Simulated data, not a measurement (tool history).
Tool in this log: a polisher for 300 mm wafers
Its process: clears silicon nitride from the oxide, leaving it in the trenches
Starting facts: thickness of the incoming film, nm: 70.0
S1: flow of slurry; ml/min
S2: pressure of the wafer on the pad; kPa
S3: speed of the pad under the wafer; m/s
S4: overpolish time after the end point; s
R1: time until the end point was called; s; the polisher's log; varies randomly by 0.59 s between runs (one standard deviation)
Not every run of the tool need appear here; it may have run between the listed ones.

run	hour	S1	S2	S3	S4	R1
1	0.0	295	17.2	1.20	45	83.983
2	3.0	295	14.5	1.20	45	99.678
3	6.6	295	14.5	0.90	45	129.170
4	8.2	295	14.5	0.80	45	145.420
5	14.7	295	16.5	0.80	45	127.260
6	17.2	295	18.6	0.80	45	112.620
7	20.3	295	20.0	0.80	45	107.150
8	26.1	295	21.4	0.82	45	96.882
9	30.9	295	21.4	0.82	45	97.421

Run 10 has not been measured yet. What should we expect?
10	35.2	295	22.1	0.84	45	?

Logged for run 10: R1 93.474 s.
